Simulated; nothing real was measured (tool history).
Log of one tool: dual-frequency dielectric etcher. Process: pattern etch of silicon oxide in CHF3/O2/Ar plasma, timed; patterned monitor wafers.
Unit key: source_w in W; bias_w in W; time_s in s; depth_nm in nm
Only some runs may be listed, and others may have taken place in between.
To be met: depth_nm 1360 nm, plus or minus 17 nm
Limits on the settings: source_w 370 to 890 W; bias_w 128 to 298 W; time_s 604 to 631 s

Run 1, hour 0: source_w 630 W, bias_w 213 W, time_s 604 s. Result: depth_nm 1259.8 nm.
Run 2, hour 4.5: source_w 650 W, bias_w 213 W, time_s 604 s. Result: depth_nm 1273.4 nm.
Run 3, hour 6.2: source_w 660 W, bias_w 213 W, time_s 604 s. Result: depth_nm 1272.3 nm.
Run 4, hour 7.7: source_w 680 W, bias_w 214 W, time_s 604 s. Result: depth_nm 1292.4 nm.
Run 5, hour 10.3: source_w 690 W, bias_w 214 W, time_s 604 s. Result: depth_nm 1298.9 nm.
Run 6, hour 11.9: source_w 690 W, bias_w 214 W, time_s 604 s. Result: depth_nm 1297.6 nm.
Run 7, hour 16.1: source_w 700 W, bias_w 214 W, time_s 604 s. Result: depth_nm 1304.2 nm.
Run 8, hour 24.8: source_w 710 W, bias_w 214 W, time_s 604 s. Result: depth_nm 1313.3 nm.
Run 9, hour 31.9: source_w 720 W, bias_w 214 W, time_s 604 s. Result: depth_nm 1317.3 nm.
Run 10, hour 34: source_w 730 W, bias_w 214 W, time_s 604 s. Result: depth_nm 1324.7 nm.
Run 11, hour 38.9: source_w 740 W, bias_w 214 W, time_s 604 s. Result: depth_nm 1332.8 nm.

Next run, 5 choices. One meets every target within its allowed miss, the rest don't. Which?
Run A, hour 43.8: source_w 700 W, bias_w 206 W, time_s 613.5 s. Result: depth_nm ?.
Run B, hour 43.8: source_w 720 W, bias_w 216 W, time_s 620 s. Result: depth_nm ?.
Run C, hour 43.8: source_w 670 W, bias_w 213 W, time_s 614 s. Result: depth_nm ?.
Run D, hour 43.8: source_w 750 W, bias_w 189 W, time_s 607.5 s. Result: depth_nm ?.
Run E, hour 43.8: source_w 600 W, bias_w 218 W, time_s 631 s. Result: depth_nm ?.

move  depth_nm
   A    1306.1
   B    1354.3
   C      1302
   D    1287.8
   E    1298.5
A: lands further from the targets than the last run did
B: every result within its allowed miss
C: lands further from the targets than the last run did
D: lands further from the targets than the last run did
E: lands further from the targets than the last run did
B meets every target.
